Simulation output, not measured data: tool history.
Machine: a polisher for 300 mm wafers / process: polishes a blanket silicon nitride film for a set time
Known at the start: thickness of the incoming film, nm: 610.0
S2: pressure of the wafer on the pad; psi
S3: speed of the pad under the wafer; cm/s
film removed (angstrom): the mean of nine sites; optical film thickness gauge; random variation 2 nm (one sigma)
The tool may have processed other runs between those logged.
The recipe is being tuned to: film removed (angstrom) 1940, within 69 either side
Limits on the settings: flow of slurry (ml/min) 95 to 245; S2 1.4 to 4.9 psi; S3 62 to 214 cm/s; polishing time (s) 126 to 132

Run 1, day 0: flow of slurry (ml/min) 155, S2 3.1 psi, S3 138 cm/s, polishing time (s) 126. Result: film removed (angstrom) 2909.5.
Run 2, day 0.275: flow of slurry (ml/min) 155, S2 3.1 psi, S3 104 cm/s, polishing time (s) 126. Result: film removed (angstrom) 2449.1.
Run 3, day 0.638: flow of slurry (ml/min) 150, S2 3 psi, S3 104 cm/s, polishing time (s) 126. Result: film removed (angstrom) 2384.9.
Run 4, day 0.746: flow of slurry (ml/min) 150, S2 2.9 psi, S3 104 cm/s, polishing time (s) 126. Result: film removed (angstrom) 2326.8.
Run 5, day 0.967: flow of slurry (ml/min) 150, S2 2.8 psi, S3 104 cm/s, polishing time (s) 126. Result: film removed (angstrom) 2192.8.
Run 6, day 1.271: flow of slurry (ml/min) 150, S2 3.1 psi, S3 104 cm/s, polishing time (s) 126. Result: film removed (angstrom) 2446.8.
Run 7, day 1.421: flow of slurry (ml/min) 135, S2 2.4 psi, S3 102 cm/s, polishing time (s) 126. Result: film removed (angstrom) 1845.7.
Run 8, day 1.454: flow of slurry (ml/min) 135, S2 2.4 psi, S3 102 cm/s, polishing time (s) 126. Result: film removed (angstrom) 1861.6.

5 candidate next runs follow, results not yet known. Just one meets every target within its allowed miss. Identify it.
Run A, day 1.488: flow of slurry (ml/min) 160, S2 1.9 psi, S3 122 cm/s, polishing time (s) 129. Result: film removed (angstrom) ?.
Run B, day 1.488: flow of slurry (ml/min) 155, S2 2.5 psi, S3 98 cm/s, polishing time (s) 127. Result: film removed (angstrom) ?.
Run C, day 1.488: flow of slurry (ml/min) 170, S2 2.9 psi, S3 80 cm/s, polishing time (s) 132. Result: film removed (angstrom) ?.
Run D, day 1.488: flow of slurry (ml/min) 130, S2 2.5 psi, S3 92 cm/s, polishing time (s) 126. Result: film removed (angstrom) ?.
Run E, day 1.488: flow of slurry (ml/min) 120, S2 2.7 psi, S3 106 cm/s, polishing time (s) 132. Result: film removed (angstrom) ?.

move  film removed (angstrom)
   A                   1743.1
   B                     1970
   C                   2167.6
   D                   1824.6
   E                   2176.4
A: moves away from the targets compared with the last run
B: hits every target within its allowed miss
C: takes the biggest miss from the last run beyond its target
D: moves away from the targets compared with the last run
E: takes the biggest miss from the last run beyond its target
Correct choice: B, which meets every target
